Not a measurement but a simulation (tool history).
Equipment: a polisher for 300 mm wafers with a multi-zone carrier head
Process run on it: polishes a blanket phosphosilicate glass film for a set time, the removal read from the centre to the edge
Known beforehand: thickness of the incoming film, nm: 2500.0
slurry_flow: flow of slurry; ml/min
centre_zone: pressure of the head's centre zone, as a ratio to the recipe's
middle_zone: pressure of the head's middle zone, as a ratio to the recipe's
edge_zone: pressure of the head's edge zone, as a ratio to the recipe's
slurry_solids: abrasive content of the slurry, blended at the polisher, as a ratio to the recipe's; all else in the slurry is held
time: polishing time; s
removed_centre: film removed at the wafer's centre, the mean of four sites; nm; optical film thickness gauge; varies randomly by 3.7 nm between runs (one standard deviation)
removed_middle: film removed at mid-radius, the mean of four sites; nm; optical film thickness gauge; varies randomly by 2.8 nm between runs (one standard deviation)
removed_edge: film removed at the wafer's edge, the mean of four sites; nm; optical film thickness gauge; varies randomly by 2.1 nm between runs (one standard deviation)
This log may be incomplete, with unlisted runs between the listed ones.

| run | day | slurry_flow | centre_zone | middle_zone | edge_zone | slurry_solids | time | removed_centre | removed_middle | removed_edge |
|---|---|---|---|---|---|---|---|---|---|---|
| 1 | 0 | 130 | 1 | 1 | 1 | 1 | 45 | 312.17 | 319.84 | 324.13 |
| 2 | 0.158 | 130 | 1.06 | 1 | 1 | 1 | 45 | 337.37 | 324.64 | 327.93 |
| 3 | 0.471 | 130 | 1.06 | 1 | 1 | 1 | 56 | 419.41 | 394.53 | 409.78 |
| 4 | 0.654 | 130 | 1.06 | 1.04 | 1 | 1 | 56 | 417.79 | 416.44 | 404.15 |
| 5 | 0.742 | 130 | 1.06 | 1.04 | 1 | 0.9 | 56 | 375.93 | 386.76 | 385.26 |
| 6 | 1.029 | 135 | 1.09 | 1.04 | 0.95 | 0.8 | 53 | 354.09 | 338.03 | 325.89 |
| 7 | 1.317 | 135 | 1.09 | 1.04 | 0.95 | 0.8 | 53 | 352.44 | 331.93 | 324.71 |
| 8 | 1.45 | 130 | 1.08 | 1.05 | 0.92 | 0.75 | 53 | 336.69 | 325.98 | 304.98 |
| 9 | 1.742 | 125 | 1.06 | 1.04 | 0.9 | 0.7 | 53 | 303.63 | 301.17 | 282.22 |
| 10 | 1.833 | 115 | 1.05 | 1.03 | 0.88 | 0.7 | 53 | 293.49 | 289.5 | 274.6 |
| 11 | 2.129 | 110 | 1.05 | 1.03 | 0.86 | 0.7 | 53 | 297.88 | 289.29 | 271.33 |
| 12 | 2.442 | 105 | 1.04 | 1.03 | 0.85 | 0.7 | 53 | 291.41 | 290.11 | 266.63 |
| 13 | 2.612 | 100 | 1.03 | 1.03 | 0.84 | 0.7 | 53 | 289.16 | 283.99 | 268.18 |
| 14 | 2.979 | 105 | 1.03 | 1.03 | 0.84 | 0.65 | 53 | 271.99 | 275.51 | 254.34 |
| 15 | 3.338 | 105 | 1.03 | 1.03 | 0.83 | 0.65 | 53 | 273.26 | 275.43 | 252.63 |

Run 16 is up next; what results do you expect?
| 16 | 3.588 | 105 | 1.03 | 1.03 | 0.82 | 0.65 | 53 | ? | ? | ? |

Run 16 gave removed_centre 268.98 nm, removed_middle 268.5 nm, removed_edge 249.55 nm.

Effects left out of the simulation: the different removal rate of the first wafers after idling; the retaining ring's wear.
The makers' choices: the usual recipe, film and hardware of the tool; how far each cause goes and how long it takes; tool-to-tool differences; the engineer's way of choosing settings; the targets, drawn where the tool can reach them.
